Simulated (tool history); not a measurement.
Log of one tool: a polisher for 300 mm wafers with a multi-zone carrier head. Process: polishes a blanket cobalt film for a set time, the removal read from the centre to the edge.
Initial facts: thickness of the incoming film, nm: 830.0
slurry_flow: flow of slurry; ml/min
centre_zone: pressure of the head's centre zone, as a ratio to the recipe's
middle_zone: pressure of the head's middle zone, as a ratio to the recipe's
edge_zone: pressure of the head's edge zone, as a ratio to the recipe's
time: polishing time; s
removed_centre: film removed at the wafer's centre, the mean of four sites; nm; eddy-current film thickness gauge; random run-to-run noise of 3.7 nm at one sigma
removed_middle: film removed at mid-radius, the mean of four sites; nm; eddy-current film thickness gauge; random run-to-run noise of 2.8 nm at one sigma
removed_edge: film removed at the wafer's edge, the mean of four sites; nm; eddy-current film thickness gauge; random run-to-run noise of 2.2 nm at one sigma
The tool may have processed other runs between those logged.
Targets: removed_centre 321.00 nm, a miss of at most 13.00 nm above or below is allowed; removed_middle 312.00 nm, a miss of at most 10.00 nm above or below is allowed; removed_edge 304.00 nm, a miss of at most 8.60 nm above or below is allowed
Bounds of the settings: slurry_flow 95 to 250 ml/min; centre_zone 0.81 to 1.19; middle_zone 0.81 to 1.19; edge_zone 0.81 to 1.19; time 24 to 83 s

{"run": 1, "hour": 0.0, "slurry_flow": 160, "centre_zone": 1.0, "middle_zone": 1.0, "edge_zone": 1.0, "time": 53, "removed_centre": 197.77, "removed_middle": 197.67, "removed_edge": 195.99}
{"run": 2, "hour": 6.5, "slurry_flow": 160, "centre_zone": 1.0, "middle_zone": 1.0, "edge_zone": 1.0, "time": 59, "removed_centre": 224.51, "removed_middle": 221.64, "removed_edge": 216.03}
{"run": 3, "hour": 11.5, "slurry_flow": 165, "centre_zone": 1.01, "middle_zone": 1.01, "edge_zone": 1.03, "time": 61, "removed_centre": 229.88, "removed_middle": 233.36, "removed_edge": 226.54}
{"run": 4, "hour": 15.2, "slurry_flow": 165, "centre_zone": 1.01, "middle_zone": 1.01, "edge_zone": 1.1, "time": 61, "removed_centre": 232.98, "removed_middle": 230.45, "removed_edge": 237.37}
{"run": 5, "hour": 19.2, "slurry_flow": 165, "centre_zone": 1.01, "middle_zone": 0.95, "edge_zone": 1.1, "time": 61, "removed_centre": 232.56, "removed_middle": 219.71, "removed_edge": 234.87}
{"run": 6, "hour": 24.0, "slurry_flow": 165, "centre_zone": 1.01, "middle_zone": 0.88, "edge_zone": 1.1, "time": 61, "removed_centre": 231.82, "removed_middle": 209.16, "removed_edge": 237.47}
{"run": 7, "hour": 32.9, "slurry_flow": 210, "centre_zone": 1.06, "middle_zone": 0.98, "edge_zone": 1.15, "time": 75, "removed_centre": 307.99, "removed_middle": 288.35, "removed_edge": 303.3}
{"run": 8, "hour": 37.3, "slurry_flow": 210, "centre_zone": 1.06, "middle_zone": 0.99, "edge_zone": 1.15, "time": 75, "removed_centre": 307.73, "removed_middle": 286.31, "removed_edge": 302.07}
{"run": 9, "hour": 39.5, "slurry_flow": 210, "centre_zone": 1.06, "middle_zone": 1.0, "edge_zone": 1.15, "time": 75, "removed_centre": 303.25, "removed_middle": 291.23, "removed_edge": 304.11}
{"run": 10, "hour": 42.4, "slurry_flow": 210, "centre_zone": 1.07, "middle_zone": 1.01, "edge_zone": 1.14, "time": 75, "removed_centre": 316.65, "removed_middle": 293.09, "removed_edge": 299.98}
{"run": 11, "hour": 45.8, "slurry_flow": 210, "centre_zone": 1.07, "middle_zone": 1.02, "edge_zone": 1.14, "time": 75, "removed_centre": 307.43, "removed_middle": 294.77, "removed_edge": 303.13}
{"run": 12, "hour": 47.6, "slurry_flow": 210, "centre_zone": 1.08, "middle_zone": 1.03, "edge_zone": 1.13, "time": 75, "removed_centre": 306.82, "removed_middle": 294.43, "removed_edge": 298.5}
{"hour": 56.5, "done": "worn pad replaced by a new one"}
{"run": 13, "hour": 56.5, "slurry_flow": 210, "centre_zone": 1.08, "middle_zone": 1.04, "edge_zone": 1.13, "time": 75, "removed_centre": 329.31, "removed_middle": 320.21, "removed_edge": 318.31}

Pick the move, out of 5, that brings all results within their allowed miss; only one does.
{"run": "A", "hour": 65.4, "slurry_flow": 190, "centre_zone": 1.06, "middle_zone": 1.0, "edge_zone": 1.18, "time": 77, "removed_centre": "?", "removed_middle": "?", "removed_edge": "?"}
{"run": "B", "hour": 65.4, "slurry_flow": 210, "centre_zone": 1.07, "middle_zone": 1.05, "edge_zone": 1.18, "time": 74, "removed_centre": "?", "removed_middle": "?", "removed_edge": "?"}
{"run": "C", "hour": 65.4, "slurry_flow": 195, "centre_zone": 1.05, "middle_zone": 1.02, "edge_zone": 1.13, "time": 76, "removed_centre": "?", "removed_middle": "?", "removed_edge": "?"}
{"run": "D", "hour": 65.4, "slurry_flow": 220, "centre_zone": 1.03, "middle_zone": 1.11, "edge_zone": 1.09, "time": 76, "removed_centre": "?", "removed_middle": "?", "removed_edge": "?"}
{"run": "E", "hour": 65.4, "slurry_flow": 240, "centre_zone": 1.1, "middle_zone": 1.06, "edge_zone": 1.12, "time": 71, "removed_centre": "?", "removed_middle": "?", "removed_edge": "?"}

move=A removed_centre=334.42 removed_middle=312.52 removed_edge=332.35
move=B removed_centre=329.05 removed_middle=317.32 removed_edge=322.44
move=C removed_centre=328.86 removed_middle=314.85 removed_edge=321.54
move=D removed_centre=329.67 removed_middle=343.89 removed_edge=319.11
move=E removed_centre=329.19 removed_middle=312.03 removed_edge=304.86
A: misses by more than the last run did
B: misses by more than the last run did
C: misses by more than the last run did
D: misses by more than the last run did
E: every result within its allowed miss
Answer: E
